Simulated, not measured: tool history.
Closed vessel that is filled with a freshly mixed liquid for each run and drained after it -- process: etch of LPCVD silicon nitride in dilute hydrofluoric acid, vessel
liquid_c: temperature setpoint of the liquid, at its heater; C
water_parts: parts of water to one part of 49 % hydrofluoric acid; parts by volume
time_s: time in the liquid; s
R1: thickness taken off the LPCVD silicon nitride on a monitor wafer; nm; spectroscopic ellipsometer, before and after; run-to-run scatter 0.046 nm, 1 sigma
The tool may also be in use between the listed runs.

Run 1, hour 0: liquid_c 25 C, water_parts 165 parts by volume, time_s 560 s. Result: R1 2.2959 nm.
Run 2, hour 9.5: liquid_c 27 C, water_parts 145 parts by volume, time_s 560 s. Result: R1 2.9548 nm.
Run 3, hour 16.2: liquid_c 30 C, water_parts 145 parts by volume, time_s 560 s. Result: R1 3.567 nm.
Run 4, hour 17.6: liquid_c 31 C, water_parts 130 parts by volume, time_s 560 s. Result: R1 4.2083 nm.
Run 5, hour 19.9: liquid_c 31 C, water_parts 130 parts by volume, time_s 560 s. Result: R1 4.1734 nm.
Run 6, hour 23.2: liquid_c 31.5 C, water_parts 120 parts by volume, time_s 560 s. Result: R1 4.7204 nm.
Run 7, hour 32.6: liquid_c 32 C, water_parts 115 parts by volume, time_s 560 s. Result: R1 5.1083 nm.
Run 8, hour 36.4: liquid_c 32.5 C, water_parts 110 parts by volume, time_s 560 s. Result: R1 5.4151 nm.
Run 9, hour 45.3: liquid_c 32.5 C, water_parts 105 parts by volume, time_s 560 s. Result: R1 5.7797 nm.
Run 10, hour 55: liquid_c 33 C, water_parts 105 parts by volume, time_s 560 s. Result: R1 5.9632 nm.

Run 11 has not been measured yet. What should we expect?
At hour 60.1: thermometer replaced.
Run 11, hour 60.1: liquid_c 33 C, water_parts 100 parts by volume, time_s 560 s. Result: R1 ?.

{"run 11": {"R1": 5.3726}}
